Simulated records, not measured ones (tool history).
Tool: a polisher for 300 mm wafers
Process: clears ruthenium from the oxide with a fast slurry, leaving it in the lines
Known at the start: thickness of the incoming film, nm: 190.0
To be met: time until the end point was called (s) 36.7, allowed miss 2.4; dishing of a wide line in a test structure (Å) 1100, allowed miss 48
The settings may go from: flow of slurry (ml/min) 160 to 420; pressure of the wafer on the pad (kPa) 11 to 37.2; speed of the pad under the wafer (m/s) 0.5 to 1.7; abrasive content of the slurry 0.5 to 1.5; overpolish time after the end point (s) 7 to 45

| run | hour | flow of slurry (ml/min) | pressure of the wafer on the pad (kPa) | speed of the pad under the wafer (m/s) | abrasive content of the slurry | overpolish time after the end point (s) | time until the end point was called (s) | dishing of a wide line in a test structure (Å) |
|---|---|---|---|---|---|---|---|---|
| 1 | 0 | 270 | 24.1 | 1.1 | 1 | 23 | 31.961 | 870.7 |
| 2 | 5.3 | 270 | 24.1 | 0.86 | 1 | 23 | 40.66 | 740.1 |
| 3 | 13.8 | 270 | 24.1 | 0.86 | 1 | 18 | 40.699 | 608.74 |
| 4 | 19.1 | 270 | 24.8 | 0.88 | 1 | 23 | 38.874 | 747.94 |
| 5 | 20.4 | 270 | 19.3 | 0.88 | 1 | 23 | 51.704 | 633.1 |
| 6 | 24.1 | 270 | 19.3 | 0.68 | 1 | 23 | 64.878 | 516.45 |
| 7 | 29.6 | 270 | 22.8 | 0.7 | 1 | 27 | 55.279 | 679.87 |
| 8 | 35.1 | 270 | 29.6 | 0.72 | 1 | 32 | 40.819 | 932.33 |
| 9 | 40.9 | 270 | 30.3 | 0.72 | 1 | 33 | 40.163 | 965.17 |
| 10 | 49 | 270 | 30.3 | 0.72 | 1 | 33 | 40.042 | 947.5 |
| 11 | 53.3 | 270 | 31 | 0.72 | 1 | 34 | 37 | 1008.4 |
| 12 | 55 | 270 | 31 | 0.72 | 1 | 34 | 38.07 | 1004.2 |
| 13 | 60.3 | 270 | 31 | 0.72 | 1 | 35 | 37.964 | 1038.8 |

4 next moves are on the table. One of them brings every result within its allowed miss. Which?
| A | 65.6 | 280 | 35.9 | 0.78 | 1 | 32 | ? | ? |
| B | 65.6 | 290 | 33.1 | 0.68 | 1.1 | 37 | ? | ? |
| C | 65.6 | 265 | 31.7 | 0.84 | 1.05 | 28 | ? | ? |
| D | 65.6 | 275 | 30.3 | 0.74 | 1.1 | 31 | ? | ? |

| move | time until the end point was called (s) | dishing of a wide line in a test structure (Å) |
|---|---|---|
| A | 30.768 | 1117.3 |
| B | 36.309 | 1104.7 |
| C | 31.829 | 1013.4 |
| D | 36.666 | 988.87 |
A: brings the result that was furthest off to its target, and leaves another outside
B: meets every target
C: further off than the last run
D: further off than the last run
Move B is the one to make.

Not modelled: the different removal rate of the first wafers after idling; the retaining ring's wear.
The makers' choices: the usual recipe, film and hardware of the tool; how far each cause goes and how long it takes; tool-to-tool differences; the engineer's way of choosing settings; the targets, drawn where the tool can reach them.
